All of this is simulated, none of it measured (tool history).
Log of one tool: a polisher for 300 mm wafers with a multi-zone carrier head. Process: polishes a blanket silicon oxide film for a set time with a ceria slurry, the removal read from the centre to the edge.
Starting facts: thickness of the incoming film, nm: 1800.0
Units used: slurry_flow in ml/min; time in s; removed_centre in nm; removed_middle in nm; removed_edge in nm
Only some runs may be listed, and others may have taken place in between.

Run 1, day 0: slurry_flow 240 ml/min, centre_zone 1, middle_zone 1, edge_zone 1, time 46 s. Result: removed_centre 288.19 nm, removed_middle 294.88 nm, removed_edge 289.65 nm.
Run 2, day 0.262: slurry_flow 240 ml/min, centre_zone 0.99, middle_zone 1.01, edge_zone 0.98, time 45 s. Result: removed_centre 271.08 nm, removed_middle 285.97 nm, removed_edge 280.4 nm.
Run 3, day 0.329: slurry_flow 240 ml/min, centre_zone 0.99, middle_zone 1.07, edge_zone 0.98, time 45 s. Result: removed_centre 275.95 nm, removed_middle 302.3 nm, removed_edge 273.84 nm.
Run 4, day 0.467: slurry_flow 240 ml/min, centre_zone 0.98, middle_zone 1.08, edge_zone 0.97, time 44 s. Result: removed_centre 267.03 nm, removed_middle 298.82 nm, removed_edge 270.76 nm.
Run 5, day 0.692: slurry_flow 240 ml/min, centre_zone 0.97, middle_zone 1.09, edge_zone 0.96, time 43 s. Result: removed_centre 254.81 nm, removed_middle 297.06 nm, removed_edge 261.29 nm.
Run 6, day 0.733: slurry_flow 240 ml/min, centre_zone 0.97, middle_zone 1.15, edge_zone 0.96, time 43 s. Result: removed_centre 256.3 nm, removed_middle 309.37 nm, removed_edge 252.91 nm.
Run 7, day 1.05: slurry_flow 235 ml/min, centre_zone 0.96, middle_zone 1.15, edge_zone 0.95, time 42 s. Result: removed_centre 244.52 nm, removed_middle 301.06 nm, removed_edge 253.3 nm.
Run 8, day 1.396: slurry_flow 240 ml/min, centre_zone 0.96, middle_zone 1.15, edge_zone 0.95, time 41 s. Result: removed_centre 243.11 nm, removed_middle 292.9 nm, removed_edge 250.2 nm.
Run 9, day 1.583: slurry_flow 235 ml/min, centre_zone 0.96, middle_zone 1.15, edge_zone 0.93, time 40 s. Result: removed_centre 236.38 nm, removed_middle 284.03 nm, removed_edge 232.64 nm.
Run 10, day 1.725: slurry_flow 230 ml/min, centre_zone 0.95, middle_zone 1.15, edge_zone 0.92, time 40 s. Result: removed_centre 235.29 nm, removed_middle 283.52 nm, removed_edge 239.99 nm.
Run 11, day 1.988: slurry_flow 235 ml/min, centre_zone 0.95, middle_zone 1.15, edge_zone 0.92, time 39 s. Result: removed_centre 226.29 nm, removed_middle 282.55 nm, removed_edge 230.67 nm.

Expected results for the next run?
Run 12, day 2.358: slurry_flow 225 ml/min, centre_zone 0.89, middle_zone 1.11, edge_zone 0.83, time 36 s. Result: removed_centre ?, removed_middle ?, removed_edge ?.

Run 12 produced removed_centre 196.3 nm, removed_middle 250.47 nm, removed_edge 203.35 nm.
